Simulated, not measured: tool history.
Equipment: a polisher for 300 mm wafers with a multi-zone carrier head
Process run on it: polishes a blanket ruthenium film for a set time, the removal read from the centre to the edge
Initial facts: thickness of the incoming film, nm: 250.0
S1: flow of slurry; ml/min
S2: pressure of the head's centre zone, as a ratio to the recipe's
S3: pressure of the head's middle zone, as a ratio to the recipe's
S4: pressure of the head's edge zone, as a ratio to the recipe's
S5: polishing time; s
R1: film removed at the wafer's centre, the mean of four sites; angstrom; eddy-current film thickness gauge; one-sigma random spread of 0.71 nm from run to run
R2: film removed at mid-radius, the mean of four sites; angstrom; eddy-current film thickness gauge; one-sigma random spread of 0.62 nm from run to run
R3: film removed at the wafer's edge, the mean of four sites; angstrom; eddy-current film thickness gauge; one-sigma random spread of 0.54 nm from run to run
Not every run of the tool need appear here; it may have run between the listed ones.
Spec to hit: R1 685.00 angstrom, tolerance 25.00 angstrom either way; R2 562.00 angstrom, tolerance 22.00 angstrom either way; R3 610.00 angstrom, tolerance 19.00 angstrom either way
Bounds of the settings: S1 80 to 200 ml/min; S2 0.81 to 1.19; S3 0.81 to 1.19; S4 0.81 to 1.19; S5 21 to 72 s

run	day	S1	S2	S3	S4	S5	R1	R2	R3
1	0.000	130	1.00	1.00	1.00	46	422.53	400.76	409.43
2	0.142	135	1.01	1.00	1.02	48	444.63	425.45	443.06
3	0.479	140	1.03	1.00	1.02	49	458.43	433.08	447.41
4	0.521	140	1.03	1.06	1.02	49	450.40	462.34	456.05
5	0.562	145	1.05	1.05	1.03	50	489.98	472.56	454.61
6	0.850	145	1.05	1.04	1.04	51	487.08	470.25	473.50
7	0.900	150	1.06	1.04	1.05	52	509.29	484.50	479.88
8	0.933	150	1.07	1.03	1.06	53	528.15	484.71	503.15
9	1.100	185	1.17	1.08	1.16	57	641.11	559.22	573.95
10	1.358	190	1.18	1.06	1.18	58	651.01	570.33	573.81

Of the 5 settings listed for the next run, only one would bring every result within its allowed miss of target. Which one?
A	1.617	195	1.12	1.09	1.11	56	?	?	?
B	1.617	135	1.19	1.01	1.17	63	?	?	?
C	1.617	185	1.19	1.12	1.01	56	?	?	?
D	1.617	160	1.19	0.93	1.16	65	?	?	?
E	1.617	200	1.12	1.19	1.03	55	?	?	?

move	R1	R2	R3
A	606.42	555.89	554.17
B	680.97	554.46	615.79
C	639.55	564.79	526.53
D	723.99	548.33	645.58
E	598.26	590.84	525.48
A: the biggest miss grows against the last run
B: each result inside its tolerance
C: the biggest miss grows against the last run
D: carries the result that was furthest off beyond its target, to the other side
E: the biggest miss grows against the last run
B meets every target.

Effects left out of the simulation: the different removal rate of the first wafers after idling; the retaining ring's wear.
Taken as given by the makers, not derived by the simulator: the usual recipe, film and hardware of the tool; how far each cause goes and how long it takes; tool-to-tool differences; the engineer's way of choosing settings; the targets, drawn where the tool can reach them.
